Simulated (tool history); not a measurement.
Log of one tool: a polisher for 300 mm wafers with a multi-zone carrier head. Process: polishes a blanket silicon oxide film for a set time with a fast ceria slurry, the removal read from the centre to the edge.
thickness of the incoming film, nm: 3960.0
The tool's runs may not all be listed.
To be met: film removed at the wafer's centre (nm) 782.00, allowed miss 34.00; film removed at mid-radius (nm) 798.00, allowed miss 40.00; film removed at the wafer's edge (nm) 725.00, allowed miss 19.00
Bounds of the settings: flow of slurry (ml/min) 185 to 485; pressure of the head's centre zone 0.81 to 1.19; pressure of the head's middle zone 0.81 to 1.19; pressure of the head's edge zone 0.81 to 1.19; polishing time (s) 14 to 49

run,day,flow of slurry (ml/min),pressure of the head's centre zone,pressure of the head's middle zone,pressure of the head's edge zone,polishing time (s),film removed at the wafer's centre (nm),film removed at mid-radius (nm),film removed at the wafer's edge (nm)
1,0.000,310,1.00,1.00,1.00,31,593.23,630.19,616.44
2,0.321,310,1.00,1.00,1.08,31,598.26,616.41,648.29
3,0.571,310,0.95,1.00,1.08,31,553.15,628.97,649.77
4,0.783,310,0.95,0.93,1.08,31,550.71,577.36,643.84
5,1.112,320,1.00,1.00,1.09,32,604.12,628.92,671.00
6,1.483,320,1.03,1.04,1.07,33,654.72,680.73,698.38
7,1.854,320,1.06,1.08,1.06,33,672.98,715.68,672.91
8,2.004,325,1.08,1.10,1.07,34,694.70,759.39,709.26
9,2.262,330,1.11,1.11,1.07,34,735.19,749.16,713.96
# day 2.375: centre zone pressure recalibrated
10,2.375,335,1.12,1.12,1.07,34,779.22,764.66,707.57
11,2.450,335,1.12,1.12,1.07,34,777.58,771.15,714.89

5 next moves are on the table. One of them brings every result within its allowed miss. Which?
A,2.525,255,1.14,1.17,1.11,35,?,?,?
B,2.525,305,1.14,1.09,1.05,34,?,?,?
C,2.525,320,1.13,1.03,1.12,34,?,?,?
D,2.525,355,1.16,1.19,1.02,33,?,?,?
E,2.525,315,1.17,1.15,0.98,34,?,?,?

move,film removed at the wafer's centre (nm),film removed at mid-radius (nm),film removed at the wafer's edge (nm)
A,784.22,783.63,726.88
B,779.43,731.72,698.64
C,776.45,700.71,725.01
D,783.02,777.30,675.26
E,803.38,768.71,676.79
A: meets every target
B: further off than the last run
C: further off than the last run
D: brings the result that was furthest off to its target, and leaves another outside
E: brings the result that was furthest off to its target, and leaves another outside
Answer: A
